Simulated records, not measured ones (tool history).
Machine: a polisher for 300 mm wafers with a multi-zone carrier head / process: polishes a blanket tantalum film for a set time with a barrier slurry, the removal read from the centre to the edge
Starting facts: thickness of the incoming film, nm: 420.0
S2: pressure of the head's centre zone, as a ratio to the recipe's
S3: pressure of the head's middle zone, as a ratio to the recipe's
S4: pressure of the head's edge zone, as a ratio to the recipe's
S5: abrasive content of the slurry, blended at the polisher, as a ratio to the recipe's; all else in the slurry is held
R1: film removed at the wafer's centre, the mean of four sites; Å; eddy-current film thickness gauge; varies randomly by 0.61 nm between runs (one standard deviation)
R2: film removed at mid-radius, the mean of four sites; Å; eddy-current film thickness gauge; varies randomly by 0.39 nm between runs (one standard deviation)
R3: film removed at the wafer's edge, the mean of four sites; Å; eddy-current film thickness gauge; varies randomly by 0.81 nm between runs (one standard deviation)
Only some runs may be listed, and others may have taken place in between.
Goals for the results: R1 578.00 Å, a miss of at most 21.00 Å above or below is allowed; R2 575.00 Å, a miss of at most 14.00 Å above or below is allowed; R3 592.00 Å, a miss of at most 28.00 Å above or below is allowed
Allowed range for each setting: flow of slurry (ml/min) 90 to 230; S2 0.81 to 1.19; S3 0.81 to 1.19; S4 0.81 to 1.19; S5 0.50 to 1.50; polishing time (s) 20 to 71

run 1 hour=0.0 | flow_of_slurry_(ml/min)=150 S2=1.00 S3=1.00 S4=1.00 S5=1.00 polishing_time_(s)=45 | R1=498.23 R2=485.50 R3=493.98
run 2 hour=1.8 | flow_of_slurry_(ml/min)=155 S2=1.00 S3=1.01 S4=1.02 S5=1.00 polishing_time_(s)=45 | R1=499.80 R2=492.96 R3=514.72
run 3 hour=5.4 | flow_of_slurry_(ml/min)=160 S2=1.01 S3=1.02 S4=1.02 S5=1.00 polishing_time_(s)=45 | R1=509.15 R2=494.15 R3=512.17
run 4 hour=8.1 | flow_of_slurry_(ml/min)=165 S2=1.01 S3=1.03 S4=1.03 S5=1.00 polishing_time_(s)=45 | R1=509.13 R2=503.18 R3=508.30
run 5 hour=8.7 | flow_of_slurry_(ml/min)=165 S2=1.01 S3=1.03 S4=1.04 S5=1.05 polishing_time_(s)=45 | R1=513.82 R2=510.86 R3=510.46
run 6 hour=12.6 | flow_of_slurry_(ml/min)=165 S2=1.01 S3=1.03 S4=0.98 S5=1.05 polishing_time_(s)=45 | R1=506.82 R2=508.73 R3=500.36
run 7 hour=16.5 | flow_of_slurry_(ml/min)=165 S2=1.01 S3=1.03 S4=1.00 S5=1.05 polishing_time_(s)=45 | R1=518.68 R2=512.76 R3=506.78
run 8 hour=24.6 | flow_of_slurry_(ml/min)=170 S2=1.01 S3=1.03 S4=1.02 S5=1.05 polishing_time_(s)=45 | R1=531.44 R2=511.20 R3=522.03
run 9 hour=33.3 | flow_of_slurry_(ml/min)=175 S2=1.00 S3=1.04 S4=1.03 S5=1.05 polishing_time_(s)=45 | R1=520.42 R2=522.44 R3=527.74
run 10 hour=39.1 | flow_of_slurry_(ml/min)=180 S2=1.00 S3=1.04 S4=1.04 S5=1.05 polishing_time_(s)=45 | R1=515.28 R2=523.16 R3=541.73
run 11 hour=39.8 | flow_of_slurry_(ml/min)=185 S2=1.01 S3=1.05 S4=1.04 S5=1.05 polishing_time_(s)=45 | R1=526.96 R2=525.62 R3=524.79
run 12 hour=46.9 | flow_of_slurry_(ml/min)=185 S2=1.01 S3=1.05 S4=1.05 S5=1.05 polishing_time_(s)=45 | R1=526.30 R2=536.54 R3=520.00
run 13 hour=47.7 | flow_of_slurry_(ml/min)=185 S2=1.01 S3=1.04 S4=1.05 S5=1.10 polishing_time_(s)=45 | R1=540.00 R2=535.18 R3=540.12
run 14 hour=54.8 | flow_of_slurry_(ml/min)=190 S2=1.01 S3=1.04 S4=1.06 S5=1.10 polishing_time_(s)=45 | R1=538.58 R2=533.37 R3=554.79
run 15 hour=58.6 | flow_of_slurry_(ml/min)=220 S2=1.04 S3=1.09 S4=1.09 S5=1.15 polishing_time_(s)=45 | R1=570.56 R2=577.58 R3=563.53

Exercise: of the 4 proposed moves below, exactly one satisfies all targets within the stated allowed misses. Which move is it?
run A hour=62.4 | flow_of_slurry_(ml/min)=230 S2=0.97 S3=1.02 S4=1.03 S5=1.35 polishing_time_(s)=46 | R1=? R2=? R3=?
run B hour=62.4 | flow_of_slurry_(ml/min)=220 S2=0.94 S3=1.08 S4=1.09 S5=1.25 polishing_time_(s)=46 | R1=? R2=? R3=?
run C hour=62.4 | flow_of_slurry_(ml/min)=230 S2=1.09 S3=1.18 S4=1.03 S5=1.10 polishing_time_(s)=43 | R1=? R2=? R3=?
run D hour=62.4 | flow_of_slurry_(ml/min)=190 S2=1.05 S3=1.11 S4=0.99 S5=1.25 polishing_time_(s)=44 | R1=? R2=? R3=?

move=A R1=562.61 R2=575.56 R3=572.03
move=B R1=532.29 R2=590.25 R3=575.08
move=C R1=563.93 R2=580.07 R3=508.15
move=D R1=555.70 R2=565.34 R3=516.01
A: every result within its allowed miss
B: brings the result that was furthest off to its target, and leaves another outside
C: further off than the last run
D: further off than the last run
So the answer is move A, the one that meets all the targets.
